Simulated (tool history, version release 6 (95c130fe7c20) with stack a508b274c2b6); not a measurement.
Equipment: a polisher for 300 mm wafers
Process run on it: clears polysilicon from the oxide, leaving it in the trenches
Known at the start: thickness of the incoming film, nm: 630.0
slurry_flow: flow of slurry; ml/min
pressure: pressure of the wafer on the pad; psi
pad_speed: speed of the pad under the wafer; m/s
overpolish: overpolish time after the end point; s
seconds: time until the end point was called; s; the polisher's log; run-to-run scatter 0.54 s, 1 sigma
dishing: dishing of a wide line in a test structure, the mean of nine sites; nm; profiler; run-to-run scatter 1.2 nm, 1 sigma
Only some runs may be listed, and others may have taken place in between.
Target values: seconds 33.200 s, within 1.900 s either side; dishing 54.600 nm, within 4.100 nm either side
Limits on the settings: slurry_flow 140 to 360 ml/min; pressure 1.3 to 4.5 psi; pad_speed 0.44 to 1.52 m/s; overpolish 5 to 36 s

{"run": 1, "hour": 0.0, "slurry_flow": 230, "pressure": 2.9, "pad_speed": 0.98, "overpolish": 18, "seconds": 42.646, "dishing": 61.583}
{"run": 2, "hour": 6.0, "slurry_flow": 230, "pressure": 3.5, "pad_speed": 0.98, "overpolish": 18, "seconds": 38.225, "dishing": 64.298}
{"run": 3, "hour": 10.8, "slurry_flow": 230, "pressure": 3.5, "pad_speed": 0.98, "overpolish": 13, "seconds": 37.799, "dishing": 62.113}
{"run": 4, "hour": 13.0, "slurry_flow": 230, "pressure": 3.5, "pad_speed": 0.88, "overpolish": 13, "seconds": 42.508, "dishing": 58.271}
{"run": 5, "hour": 15.0, "slurry_flow": 240, "pressure": 3.7, "pad_speed": 0.88, "overpolish": 11, "seconds": 42.151, "dishing": 58.375}
{"run": 6, "hour": 16.9, "slurry_flow": 240, "pressure": 3.3, "pad_speed": 0.88, "overpolish": 11, "seconds": 44.293, "dishing": 58.639}
{"run": 7, "hour": 22.0, "slurry_flow": 225, "pressure": 3.5, "pad_speed": 0.9, "overpolish": 10, "seconds": 40.981, "dishing": 59.472}
{"run": 8, "hour": 26.5, "slurry_flow": 250, "pressure": 3.7, "pad_speed": 0.92, "overpolish": 9, "seconds": 39.266, "dishing": 53.772}
{"run": 9, "hour": 32.8, "slurry_flow": 250, "pressure": 3.8, "pad_speed": 0.92, "overpolish": 9, "seconds": 38.464, "dishing": 55.949}
{"run": 10, "hour": 39.6, "slurry_flow": 250, "pressure": 3.9, "pad_speed": 0.92, "overpolish": 9, "seconds": 37.99, "dishing": 57.87}
{"run": 11, "hour": 43.4, "slurry_flow": 260, "pressure": 4.0, "pad_speed": 0.94, "overpolish": 8, "seconds": 35.796, "dishing": 54.817}

Which single option among these 5 for the next run brings every result within its allowed miss of target? Just one does.
{"run": "A", "hour": 47.2, "slurry_flow": 260, "pressure": 3.9, "pad_speed": 0.84, "overpolish": 10, "seconds": "?", "dishing": "?"}
{"run": "B", "hour": 47.2, "slurry_flow": 215, "pressure": 3.7, "pad_speed": 0.88, "overpolish": 11, "seconds": "?", "dishing": "?"}
{"run": "C", "hour": 47.2, "slurry_flow": 235, "pressure": 4.4, "pad_speed": 0.98, "overpolish": 7, "seconds": "?", "dishing": "?"}
{"run": "D", "hour": 47.2, "slurry_flow": 315, "pressure": 4.0, "pad_speed": 0.92, "overpolish": 7, "seconds": "?", "dishing": "?"}
{"run": "E", "hour": 47.2, "slurry_flow": 205, "pressure": 3.9, "pad_speed": 0.9, "overpolish": 11, "seconds": "?", "dishing": "?"}

move=A seconds=41.360 dishing=56.735
move=B seconds=41.732 dishing=57.987
move=C seconds=33.138 dishing=54.501
move=D seconds=36.624 dishing=52.649
move=E seconds=39.639 dishing=58.664
A: moves away from the targets compared with the last run
B: moves away from the targets compared with the last run
C: every result lands within tolerance
D: moves away from the targets compared with the last run
E: moves away from the targets compared with the last run
C meets every target.
